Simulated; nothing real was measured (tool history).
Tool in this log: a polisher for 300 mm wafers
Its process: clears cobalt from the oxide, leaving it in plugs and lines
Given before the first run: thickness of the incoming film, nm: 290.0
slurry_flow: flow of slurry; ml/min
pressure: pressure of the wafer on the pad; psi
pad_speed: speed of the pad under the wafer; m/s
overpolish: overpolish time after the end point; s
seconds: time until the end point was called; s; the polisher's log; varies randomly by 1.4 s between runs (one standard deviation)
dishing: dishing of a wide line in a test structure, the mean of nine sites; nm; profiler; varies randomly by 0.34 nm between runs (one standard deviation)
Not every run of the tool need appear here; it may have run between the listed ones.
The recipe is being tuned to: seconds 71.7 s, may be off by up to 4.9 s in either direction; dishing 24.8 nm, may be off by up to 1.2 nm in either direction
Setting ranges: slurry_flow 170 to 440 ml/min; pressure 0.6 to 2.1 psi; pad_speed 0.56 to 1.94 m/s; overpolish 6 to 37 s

run 1 hour=0 | slurry_flow=280 pressure=1.3 pad_speed=1.24 overpolish=19 | seconds=59.732 dishing=34.936
run 2 hour=4.4 | slurry_flow=280 pressure=1.3 pad_speed=1.04 overpolish=19 | seconds=67.551 dishing=33.298
run 3 hour=6 | slurry_flow=280 pressure=1.4 pad_speed=0.94 overpolish=16 | seconds=68.836 dishing=31.53
run 4 hour=8.3 | slurry_flow=280 pressure=1.4 pad_speed=1.14 overpolish=16 | seconds=60.183 dishing=33.646
run 5 hour=13.2 | slurry_flow=280 pressure=1.7 pad_speed=1.14 overpolish=16 | seconds=51.281 dishing=34.143
run 6 hour=15.4 | slurry_flow=280 pressure=1.4 pad_speed=1.14 overpolish=16 | seconds=59.542 dishing=32.978
-- hour=16.2 slurry nozzle cleaned
run 7 hour=16.2 | slurry_flow=290 pressure=1.4 pad_speed=1.02 overpolish=14 | seconds=61.571 dishing=31.179
run 8 hour=20.3 | slurry_flow=290 pressure=1.4 pad_speed=1.02 overpolish=14 | seconds=63.996 dishing=31.336
run 9 hour=27.3 | slurry_flow=275 pressure=1.2 pad_speed=1 overpolish=6 | seconds=70.361 dishing=17.827
run 10 hour=34.9 | slurry_flow=300 pressure=1.2 pad_speed=0.96 overpolish=7 | seconds=72.957 dishing=20.056
run 11 hour=43.2 | slurry_flow=320 pressure=1.2 pad_speed=0.94 overpolish=7 | seconds=71.675 dishing=19.621
run 12 hour=51.6 | slurry_flow=320 pressure=1.2 pad_speed=0.9 overpolish=8 | seconds=74.526 dishing=21.016

5 candidate next runs follow, results not yet known. Just one meets every target within its allowed miss. Identify it.
run A hour=60 | slurry_flow=310 pressure=1.3 pad_speed=0.88 overpolish=12 | seconds=? dishing=?
run B hour=60 | slurry_flow=265 pressure=1.2 pad_speed=0.94 overpolish=10 | seconds=? dishing=?
run C hour=60 | slurry_flow=315 pressure=1 pad_speed=0.86 overpolish=12 | seconds=? dishing=?
run D hour=60 | slurry_flow=300 pressure=0.9 pad_speed=0.94 overpolish=6 | seconds=? dishing=?
run E hour=60 | slurry_flow=330 pressure=1.1 pad_speed=1.02 overpolish=6 | seconds=? dishing=?

move=A seconds=71.479 dishing=27.698
move=B seconds=72.385 dishing=24.846
move=C seconds=84.208 dishing=25.349
move=D seconds=83.88 dishing=15.823
move=E seconds=70.564 dishing=17.995
A: carries the result that was furthest off beyond its target, to the other side
B: in spec on every target
C: corrects the largest miss of the last run, while another result sits out of spec
D: moves away from the targets compared with the last run
E: moves away from the targets compared with the last run
Go with B: it meets all targets.

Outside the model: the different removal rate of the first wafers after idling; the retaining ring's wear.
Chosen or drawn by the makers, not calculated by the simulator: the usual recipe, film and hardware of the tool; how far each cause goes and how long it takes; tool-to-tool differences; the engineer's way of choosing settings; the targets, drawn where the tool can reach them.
